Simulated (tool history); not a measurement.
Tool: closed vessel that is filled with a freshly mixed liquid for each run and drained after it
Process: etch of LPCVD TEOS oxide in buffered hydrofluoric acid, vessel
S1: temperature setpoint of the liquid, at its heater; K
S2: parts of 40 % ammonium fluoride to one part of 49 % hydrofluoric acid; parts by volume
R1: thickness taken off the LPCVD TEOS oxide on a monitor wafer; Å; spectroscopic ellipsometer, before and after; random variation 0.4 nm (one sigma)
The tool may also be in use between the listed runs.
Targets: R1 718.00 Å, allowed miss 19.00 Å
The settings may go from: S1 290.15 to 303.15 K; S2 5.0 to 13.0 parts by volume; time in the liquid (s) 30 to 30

run 1 day=0.000 | S1=295.15 S2=8.0 time_in_the_liquid_(s)=30 | R1=607.41
run 2 day=0.288 | S1=291.65 S2=8.0 time_in_the_liquid_(s)=30 | R1=503.62
run 3 day=0.625 | S1=292.65 S2=8.0 time_in_the_liquid_(s)=30 | R1=534.67
run 4 day=0.892 | S1=292.65 S2=8.0 time_in_the_liquid_(s)=30 | R1=527.58
run 5 day=0.988 | S1=293.15 S2=8.0 time_in_the_liquid_(s)=30 | R1=543.31
run 6 day=1.046 | S1=290.15 S2=8.0 time_in_the_liquid_(s)=30 | R1=464.10
run 7 day=1.158 | S1=294.15 S2=8.0 time_in_the_liquid_(s)=30 | R1=574.25
run 8 day=1.379 | S1=294.65 S2=8.0 time_in_the_liquid_(s)=30 | R1=591.21
run 9 day=1.742 | S1=295.15 S2=8.0 time_in_the_liquid_(s)=30 | R1=606.51
run 10 day=2.050 | S1=295.65 S2=8.0 time_in_the_liquid_(s)=30 | R1=627.22
run 11 day=2.425 | S1=296.15 S2=8.0 time_in_the_liquid_(s)=30 | R1=649.11
run 12 day=2.479 | S1=297.15 S2=8.0 time_in_the_liquid_(s)=30 | R1=673.48

Which of these 4 next moves meets every target?
run A day=2.533 | S1=301.65 S2=10.0 time_in_the_liquid_(s)=30 | R1=?
run B day=2.533 | S1=298.15 S2=7.5 time_in_the_liquid_(s)=30 | R1=?
run C day=2.533 | S1=299.15 S2=9.0 time_in_the_liquid_(s)=30 | R1=?
run D day=2.533 | S1=295.15 S2=6.5 time_in_the_liquid_(s)=30 | R1=?

move=A R1=717.51
move=B R1=774.42
move=C R1=670.87
move=D R1=755.22
A: meets every target
B: takes the result that was furthest off past its target
C: further off than the last run
D: takes the result that was furthest off past its target
The right move is A.
